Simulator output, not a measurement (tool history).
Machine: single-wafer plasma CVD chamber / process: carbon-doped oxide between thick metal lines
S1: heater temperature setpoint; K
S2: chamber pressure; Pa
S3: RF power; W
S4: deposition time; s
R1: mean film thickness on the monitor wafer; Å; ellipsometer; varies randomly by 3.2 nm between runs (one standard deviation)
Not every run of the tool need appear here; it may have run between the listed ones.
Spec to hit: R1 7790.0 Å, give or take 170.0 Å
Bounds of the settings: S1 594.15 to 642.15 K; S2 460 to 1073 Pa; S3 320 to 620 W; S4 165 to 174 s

run 1 hour=0.0 | S1=618.15 S2=767 S3=470 S4=174 | R1=8798.0
run 2 hour=7.3 | S1=620.15 S2=732 S3=455 S4=174 | R1=8501.2
run 3 hour=12.7 | S1=622.15 S2=701 S3=445 S4=174 | R1=8285.9
run 4 hour=14.3 | S1=622.15 S2=701 S3=445 S4=174 | R1=8299.9
run 5 hour=15.0 | S1=622.15 S2=769 S3=445 S4=174 | R1=8456.4
run 6 hour=22.6 | S1=623.15 S2=731 S3=440 S4=174 | R1=8224.2
run 7 hour=28.3 | S1=625.15 S2=712 S3=435 S4=174 | R1=8122.2
run 8 hour=30.3 | S1=626.15 S2=695 S3=430 S4=174 | R1=8005.7
run 9 hour=33.4 | S1=627.15 S2=683 S3=430 S4=174 | R1=7969.7

Below are 4 possible settings for the next run. Only one of them brings all results inside the allowed miss of their targets. Which is it?
run A hour=36.5 | S1=625.15 S2=652 S3=450 S4=172 | R1=?
run B hour=36.5 | S1=630.15 S2=715 S3=385 S4=174 | R1=?
run C hour=36.5 | S1=622.15 S2=624 S3=480 S4=169 | R1=?
run D hour=36.5 | S1=629.15 S2=753 S3=440 S4=165 | R1=?

move=A R1=8102.0
move=B R1=7365.8
move=C R1=8290.4
move=D R1=7746.5
A: misses by more than the last run did
B: the result that was furthest off in the last run now lies on the other side of its target
C: misses by more than the last run did
D: every result lands within tolerance
Answer: D
